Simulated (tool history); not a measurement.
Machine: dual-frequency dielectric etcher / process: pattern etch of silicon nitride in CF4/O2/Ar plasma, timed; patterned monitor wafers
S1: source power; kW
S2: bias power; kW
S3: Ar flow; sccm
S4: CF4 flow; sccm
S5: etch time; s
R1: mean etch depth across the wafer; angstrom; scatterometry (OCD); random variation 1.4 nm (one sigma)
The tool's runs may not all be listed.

run,day,S1,S2,S3,S4,S5,R1
1,0,0.41,0.064,132,126,226,3916.5
2,0.038,0.39,0.061,134,124,225,3667.8
3,0.125,0.33,0.061,134,124,225,3263.5
4,0.296,0.32,0.059,135,122,224,3075
5,0.579,0.31,0.057,136,121,224,2944.8
6,0.867,0.3,0.056,137,121,224,2887.5
7,1.158,0.29,0.055,138,120,224,2780.6

Expected results for the next run?
8,1.208,0.29,0.054,139,120,224,?

Logged for run 8: R1 2725 angstrom.
